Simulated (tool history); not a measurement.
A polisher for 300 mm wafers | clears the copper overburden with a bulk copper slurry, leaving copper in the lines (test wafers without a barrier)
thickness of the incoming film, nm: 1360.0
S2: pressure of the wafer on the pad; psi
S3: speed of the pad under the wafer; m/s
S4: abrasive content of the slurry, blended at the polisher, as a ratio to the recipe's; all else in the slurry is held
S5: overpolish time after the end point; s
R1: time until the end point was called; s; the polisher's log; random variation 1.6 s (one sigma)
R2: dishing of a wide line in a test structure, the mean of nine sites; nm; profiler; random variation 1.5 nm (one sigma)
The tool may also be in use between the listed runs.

Run 1, hour 0: flow of slurry (ml/min) 305, S2 2.4 psi, S3 1.4 m/s, S4 1, S5 17 s. Result: R1 112.63 s, R2 94.72 nm.
Run 2, hour 2.5: flow of slurry (ml/min) 305, S2 2.4 psi, S3 1.42 m/s, S4 1, S5 16 s. Result: R1 111.37 s, R2 94.356 nm.
Run 3, hour 8: flow of slurry (ml/min) 305, S2 2.8 psi, S3 1.42 m/s, S4 1, S5 16 s. Result: R1 97.501 s, R2 103.15 nm.
Run 4, hour 14.3: flow of slurry (ml/min) 260, S2 2.8 psi, S3 1.42 m/s, S4 1, S5 16 s. Result: R1 98.821 s, R2 102.9 nm.
Run 5, hour 15.7: flow of slurry (ml/min) 265, S2 2.7 psi, S3 1.44 m/s, S4 1, S5 15 s. Result: R1 100.3 s, R2 99.43 nm.
Run 6, hour 21.7: flow of slurry (ml/min) 265, S2 2.7 psi, S3 1.72 m/s, S4 1, S5 15 s. Result: R1 83.492 s, R2 107.5 nm.
Run 7, hour 23.1: flow of slurry (ml/min) 270, S2 2.6 psi, S3 1.74 m/s, S4 1, S5 14 s. Result: R1 86.254 s, R2 97.799 nm.
Run 8, hour 24.9: flow of slurry (ml/min) 270, S2 2.5 psi, S3 1.74 m/s, S4 1, S5 13 s. Result: R1 91.654 s, R2 93.078 nm.
Run 9, hour 29.2: flow of slurry (ml/min) 270, S2 1.9 psi, S3 1.84 m/s, S4 1, S5 5 s. Result: R1 112.24 s, R2 41.992 nm.

Forecast run 10:
Run 10, hour 34.2: flow of slurry (ml/min) 270, S2 1.9 psi, S3 1.82 m/s, S4 1, S5 6 s. Result: R1 ?, R2 ?.

R1: 110.7 s
R2: 48.435 nm
